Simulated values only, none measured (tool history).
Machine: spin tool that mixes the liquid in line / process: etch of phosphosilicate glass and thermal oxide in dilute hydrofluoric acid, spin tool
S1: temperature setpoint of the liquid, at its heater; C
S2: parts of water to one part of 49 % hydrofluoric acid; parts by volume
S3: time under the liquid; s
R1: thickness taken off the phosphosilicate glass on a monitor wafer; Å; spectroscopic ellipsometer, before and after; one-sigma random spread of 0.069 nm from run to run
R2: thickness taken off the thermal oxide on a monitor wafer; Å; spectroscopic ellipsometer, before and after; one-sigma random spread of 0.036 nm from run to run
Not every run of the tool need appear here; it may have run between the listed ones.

{"run": 1, "hour": 0.0, "S1": 23, "S2": 220, "S3": 30, "R1": 130.49, "R2": 5.0433}
{"run": 2, "hour": 2.3, "S1": 19.5, "S2": 220, "S3": 30, "R1": 114.7, "R2": 4.7974}
{"run": 3, "hour": 3.2, "S1": 17, "S2": 220, "S3": 30, "R1": 104.08, "R2": 4.3238}
{"run": 4, "hour": 7.1, "S1": 20.5, "S2": 210, "S3": 30, "R1": 125.52, "R2": 4.9619}
{"run": 5, "hour": 13.4, "S1": 23, "S2": 205, "S3": 30, "R1": 143.33, "R2": 5.5211}
{"run": 6, "hour": 19.7, "S1": 25, "S2": 200, "S3": 30, "R1": 157.66, "R2": 6.3868}
{"run": 7, "hour": 21.4, "S1": 26.5, "S2": 195, "S3": 30, "R1": 171.62, "R2": 6.8747}

Estimate the outcome of run 8 from the log above:
{"run": 8, "hour": 24.3, "S1": 27.5, "S2": 195, "S3": 30, "R1": "?", "R2": "?"}

R1: 178.38 Å
R2: 7.5044 Å

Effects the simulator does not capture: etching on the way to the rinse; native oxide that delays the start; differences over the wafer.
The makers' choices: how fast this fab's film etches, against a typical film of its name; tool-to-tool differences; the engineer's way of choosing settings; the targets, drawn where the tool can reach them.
